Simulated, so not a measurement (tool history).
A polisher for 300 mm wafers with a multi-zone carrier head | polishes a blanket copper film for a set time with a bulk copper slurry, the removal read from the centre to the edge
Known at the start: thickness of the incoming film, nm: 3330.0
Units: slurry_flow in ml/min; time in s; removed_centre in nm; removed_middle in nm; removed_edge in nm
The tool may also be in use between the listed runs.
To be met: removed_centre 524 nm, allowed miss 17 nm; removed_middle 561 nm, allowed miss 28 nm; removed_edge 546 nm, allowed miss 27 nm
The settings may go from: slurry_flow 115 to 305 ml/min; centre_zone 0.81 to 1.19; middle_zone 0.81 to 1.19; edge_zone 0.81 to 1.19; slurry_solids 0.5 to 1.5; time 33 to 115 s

run	day	slurry_flow	centre_zone	middle_zone	edge_zone	slurry_solids	time	removed_centre	removed_middle	removed_edge
1	0	195	1	1	1	1	73	627.77	628.09	628.3
2	0.212	195	1	1	1	1.2	73	656.73	654.34	625.53
3	0.417	195	1	0.93	1	1.2	73	644.34	609.45	647.47
4	0.521	190	0.98	0.94	0.96	1.15	71	615.82	595.1	609.09
5	0.729	190	0.98	0.86	0.96	1.15	71	599.08	561.96	605.79
6	0.821	180	0.95	0.88	0.93	1.1	71	584.46	569.73	598.85
7	0.925	180	0.93	0.89	0.91	1.05	70	562.94	558.93	560.08
8	1.008	175	0.91	0.89	0.91	1.05	70	548.32	553.97	577.62

5 next moves are on the table. One of them brings every result within its allowed miss. Which?
A	1.092	235	1.01	0.81	1.15	1.15	63	?	?	?
B	1.092	165	0.88	0.82	0.91	1.2	74	?	?	?
C	1.092	210	1.01	0.81	0.93	1.3	62	?	?	?
D	1.092	130	0.93	0.98	0.91	1.05	71	?	?	?
E	1.092	155	0.82	0.83	1	1.05	75	?	?	?

move	removed_centre	removed_middle	removed_edge
A	575.23	489.58	580.37
B	555.72	552.37	599.47
C	568.78	485.11	529.87
D	517.84	555.29	539.15
E	504.83	544.34	609.45
A: further off than the last run
B: further off than the last run
C: further off than the last run
D: meets every target
E: takes the result that was furthest off past its target
The right move is D.
